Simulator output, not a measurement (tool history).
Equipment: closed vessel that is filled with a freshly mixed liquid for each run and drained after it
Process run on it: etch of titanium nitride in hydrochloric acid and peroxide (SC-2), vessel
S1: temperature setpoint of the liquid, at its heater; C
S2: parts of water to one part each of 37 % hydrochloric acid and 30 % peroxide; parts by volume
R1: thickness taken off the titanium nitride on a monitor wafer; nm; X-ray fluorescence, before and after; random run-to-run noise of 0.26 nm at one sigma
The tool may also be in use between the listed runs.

Run 1, hour 0: S1 50 C, S2 10 parts by volume, time in the liquid (s) 1030. Result: R1 16.085 nm.
Run 2, hour 6: S1 52 C, S2 10 parts by volume, time in the liquid (s) 1030. Result: R1 18.51 nm.
Run 3, hour 7.1: S1 52 C, S2 10 parts by volume, time in the liquid (s) 1030. Result: R1 18.779 nm.
Run 4, hour 15.1: S1 48 C, S2 10 parts by volume, time in the liquid (s) 1030. Result: R1 14.409 nm.
Run 5, hour 16.3: S1 48 C, S2 12 parts by volume, time in the liquid (s) 1030. Result: R1 12.179 nm.
Run 6, hour 17.4: S1 50.5 C, S2 12 parts by volume, time in the liquid (s) 1030. Result: R1 14.511 nm.
Run 7, hour 18.6: S1 52.5 C, S2 12 parts by volume, time in the liquid (s) 1030. Result: R1 16.311 nm.
Run 8, hour 27.2: S1 54.5 C, S2 12 parts by volume, time in the liquid (s) 1030. Result: R1 18.818 nm.

Forecast run 9:
Run 9, hour 34.3: S1 56 C, S2 12 parts by volume, time in the liquid (s) 1030. Result: R1 ?.

For run 9 the tool returned R1 20.698 nm.

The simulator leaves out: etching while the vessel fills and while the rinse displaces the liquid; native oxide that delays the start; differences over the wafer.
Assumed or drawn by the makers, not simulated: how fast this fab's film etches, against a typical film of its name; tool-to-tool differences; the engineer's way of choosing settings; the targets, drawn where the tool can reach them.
